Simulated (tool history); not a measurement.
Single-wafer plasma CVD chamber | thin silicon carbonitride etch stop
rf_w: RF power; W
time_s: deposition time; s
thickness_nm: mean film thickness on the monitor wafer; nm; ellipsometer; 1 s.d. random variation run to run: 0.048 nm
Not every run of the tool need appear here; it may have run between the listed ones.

Run 1, hour 0.0: rf_w 155 W, time_s 19.5 s. Result: thickness_nm 10.4290 nm.
Run 2, hour 4.0: rf_w 140 W, time_s 19.5 s. Result: thickness_nm 10.0870 nm.
Run 3, hour 5.7: rf_w 150 W, time_s 19.7 s. Result: thickness_nm 10.3820 nm.
Run 4, hour 6.4: rf_w 150 W, time_s 17.6 s. Result: thickness_nm 9.2876 nm.
Run 5, hour 8.9: rf_w 160 W, time_s 18.3 s. Result: thickness_nm 9.8825 nm.
Run 6, hour 16.7: rf_w 160 W, time_s 19.4 s. Result: thickness_nm 10.5500 nm.
Run 7, hour 24.4: rf_w 165 W, time_s 19.5 s. Result: thickness_nm 10.6210 nm.
Run 8, hour 25.3: rf_w 170 W, time_s 19.7 s. Result: thickness_nm 10.9950 nm.
Run 9, hour 32.5: rf_w 175 W, time_s 19.8 s. Result: thickness_nm 11.1180 nm.

The next listed run, before its measurement:
Run 10, hour 34.3: rf_w 180 W, time_s 19.9 s. Result: thickness_nm ?.

thickness_nm: 11.1920 nm
